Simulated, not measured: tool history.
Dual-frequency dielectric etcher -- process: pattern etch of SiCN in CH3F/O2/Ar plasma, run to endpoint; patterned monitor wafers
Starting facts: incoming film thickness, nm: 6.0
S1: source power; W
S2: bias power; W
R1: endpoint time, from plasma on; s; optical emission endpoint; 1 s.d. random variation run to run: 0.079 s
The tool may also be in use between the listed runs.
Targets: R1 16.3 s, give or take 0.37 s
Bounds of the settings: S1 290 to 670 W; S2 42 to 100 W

run	hour	S1	S2	R1
1	0	480	71	14.269
2	3	510	71	14.145
3	6	510	77	13.754
4	8.1	470	77	14.115
5	11.9	450	75	14.391
6	14.1	430	73	14.643
7	19.9	410	71	15.014
8	25.8	400	70	15.169
9	30.6	390	69	15.251
10	33.3	380	68	15.394
11	38.9	370	67	15.667
12	47.4	360	67	15.737

Exercise: of the 4 proposed moves below, exactly one satisfies all targets within the stated allowed misses. Which move is it?
A	55.9	380	56	?
B	55.9	420	73	?
C	55.9	400	71	?
D	55.9	390	66	?

move	R1
A	16.354
B	14.777
C	15.104
D	15.529
A: every result lands within tolerance
B: moves away from the targets compared with the last run
C: moves away from the targets compared with the last run
D: moves away from the targets compared with the last run
The move that meets every target is A.
